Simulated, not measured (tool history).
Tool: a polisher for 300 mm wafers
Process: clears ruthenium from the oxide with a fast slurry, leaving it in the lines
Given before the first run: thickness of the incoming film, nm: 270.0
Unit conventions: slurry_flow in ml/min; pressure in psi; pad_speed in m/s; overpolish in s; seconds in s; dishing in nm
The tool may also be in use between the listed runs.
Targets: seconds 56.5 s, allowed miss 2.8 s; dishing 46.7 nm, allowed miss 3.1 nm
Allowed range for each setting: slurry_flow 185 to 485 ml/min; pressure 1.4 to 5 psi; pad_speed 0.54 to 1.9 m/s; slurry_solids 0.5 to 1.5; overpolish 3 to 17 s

run  hour  slurry_flow  pressure  pad_speed  slurry_solids  overpolish  seconds  dishing
  1     0          310       3.2       1.22              1           9   42.352   40.389
  2   8.3          310         3       1.22              1          10   46.039   42.348
  3  12.8          310       3.7       1.22              1          10   36.597   50.444
  4  19.9          355       3.7       1.22              1          10   34.957   52.872
  5  24.1          355       4.2       1.22              1          10   32.134   56.591
  6  31.5          355       4.2       1.22            0.9          10   33.506   54.989
  7  34.2          350       3.8       1.22            0.9          11   37.337   54.611
  8  39.4          345       3.5       1.22            0.9          11   40.407   51.071
  9  45.1          345       3.5       1.22            0.9          11   39.406   49.096

Which one of the following 5 next-run settings gets every result inside its allowed miss? There is exactly one.
  A  50.8          380       3.5        1.4            0.9           7        ?        ?
  B  50.8          435       3.2          1              1          14        ?        ?
  C  50.8          365       3.6       0.92           0.85          16        ?        ?
  D  50.8          350       3.8          1           0.85          12        ?        ?
  E  50.8          360       3.1       1.06            0.7          14        ?        ?

move  seconds  dishing
   A   34.714   39.782
   B   49.701   52.727
   C   52.088   56.557
   D   45.766   49.708
   E   57.436   46.771
A: misses by more than the last run did
B: better than the last run, though not everything is in spec
C: better than the last run, though not everything is in spec
D: better than the last run, though not everything is in spec
E: every result within its allowed miss
Go with E: it meets all targets.
